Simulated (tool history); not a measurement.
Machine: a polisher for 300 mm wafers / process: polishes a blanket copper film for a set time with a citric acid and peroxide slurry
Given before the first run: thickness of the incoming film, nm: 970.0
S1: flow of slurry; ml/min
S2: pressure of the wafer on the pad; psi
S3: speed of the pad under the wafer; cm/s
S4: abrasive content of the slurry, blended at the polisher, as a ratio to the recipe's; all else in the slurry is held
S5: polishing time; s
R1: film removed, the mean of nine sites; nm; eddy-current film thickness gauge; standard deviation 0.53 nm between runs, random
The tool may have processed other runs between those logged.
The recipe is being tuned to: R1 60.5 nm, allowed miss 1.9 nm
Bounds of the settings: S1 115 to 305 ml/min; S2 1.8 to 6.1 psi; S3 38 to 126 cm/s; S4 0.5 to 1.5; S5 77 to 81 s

{"run": 1, "hour": 0.0, "S1": 195, "S2": 3.9, "S3": 82, "S4": 1, "S5": 77, "R1": 147.88}
{"run": 2, "hour": 7.3, "S1": 195, "S2": 3, "S3": 82, "S4": 1, "S5": 77, "R1": 113.5}
{"run": 3, "hour": 15.7, "S1": 190, "S2": 2.7, "S3": 76, "S4": 1, "S5": 77, "R1": 94.831}
{"run": 4, "hour": 16.7, "S1": 190, "S2": 2.7, "S3": 76, "S4": 1, "S5": 77, "R1": 95.729}
{"run": 5, "hour": 22.5, "S1": 140, "S2": 2.7, "S3": 76, "S4": 1, "S5": 77, "R1": 89.807}
{"run": 6, "hour": 27.0, "S1": 140, "S2": 2.7, "S3": 86, "S4": 1, "S5": 77, "R1": 101.61}
{"run": 7, "hour": 30.3, "S1": 135, "S2": 2.5, "S3": 82, "S4": 1, "S5": 77, "R1": 89.516}
{"hour": 35.9, "done": "head pressure recalibrated"}
{"run": 8, "hour": 35.9, "S1": 130, "S2": 2.3, "S3": 78, "S4": 1, "S5": 77, "R1": 83.274}
{"run": 9, "hour": 37.8, "S1": 130, "S2": 2.2, "S3": 74, "S4": 1, "S5": 77, "R1": 77.333}
{"run": 10, "hour": 40.0, "S1": 130, "S2": 2.1, "S3": 70, "S4": 1, "S5": 77, "R1": 68.948}
{"run": 11, "hour": 44.7, "S1": 130, "S2": 2, "S3": 70, "S4": 1, "S5": 77, "R1": 66.396}

Below are 5 possible settings for the next run. Only one of them brings all results inside the allowed miss of their targets. Which is it?
{"run": "A", "hour": 49.4, "S1": 150, "S2": 2.4, "S3": 62, "S4": 0.75, "S5": 81, "R1": "?"}
{"run": "B", "hour": 49.4, "S1": 120, "S2": 2, "S3": 76, "S4": 0.95, "S5": 81, "R1": "?"}
{"run": "C", "hour": 49.4, "S1": 135, "S2": 1.9, "S3": 74, "S4": 0.95, "S5": 77, "R1": "?"}
{"run": "D", "hour": 49.4, "S1": 115, "S2": 1.8, "S3": 68, "S4": 0.8, "S5": 77, "R1": "?"}
{"run": "E", "hour": 49.4, "S1": 115, "S2": 2, "S3": 66, "S4": 0.95, "S5": 77, "R1": "?"}

move=A R1=72.23
move=B R1=72.955
move=C R1=66.337
move=D R1=54.321
move=E R1=60.025
A: lands further from the targets than the last run did
B: lands further from the targets than the last run did
C: just as far off the targets as the last run
D: takes the result that was furthest off past its target
E: all results land within tolerance of their targets
Move E is the one to make.

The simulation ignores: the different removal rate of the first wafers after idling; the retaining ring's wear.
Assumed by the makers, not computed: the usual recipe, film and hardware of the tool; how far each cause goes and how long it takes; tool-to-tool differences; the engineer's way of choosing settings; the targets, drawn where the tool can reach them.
